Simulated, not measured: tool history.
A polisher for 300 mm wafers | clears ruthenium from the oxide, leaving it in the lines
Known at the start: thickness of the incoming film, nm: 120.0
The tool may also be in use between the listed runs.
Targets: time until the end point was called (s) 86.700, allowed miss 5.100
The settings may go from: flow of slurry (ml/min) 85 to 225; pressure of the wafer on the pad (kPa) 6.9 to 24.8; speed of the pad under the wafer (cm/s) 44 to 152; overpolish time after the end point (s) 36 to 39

run,hour,flow of slurry (ml/min),pressure of the wafer on the pad (kPa),speed of the pad under the wafer (cm/s),overpolish time after the end point (s),time until the end point was called (s)
1,0.0,145,15.9,98,36,120.370
2,3.5,145,15.9,98,39,124.940
3,5.6,145,15.9,118,39,112.150
4,12.6,145,15.9,118,39,110.140
5,13.5,145,16.5,118,39,103.890
6,15.3,130,16.5,118,39,103.840
7,19.3,130,17.2,118,39,101.360
# hour 20.2: worn pad replaced by a new one
8,20.2,135,20.0,120,39,79.378

4 next moves are on the table. One of them brings every result within its allowed miss. Which?
A,21.1,115,18.6,120,39,?
B,21.1,85,21.4,140,36,?
C,21.1,210,14.5,116,39,?
D,21.1,120,19.3,104,39,?

move,time until the end point was called (s)
A,88.140
B,75.345
C,100.420
D,94.848
A: meets every target
B: further off than the last run
C: takes the result that was furthest off past its target
D: takes the result that was furthest off past its target
Answer: A
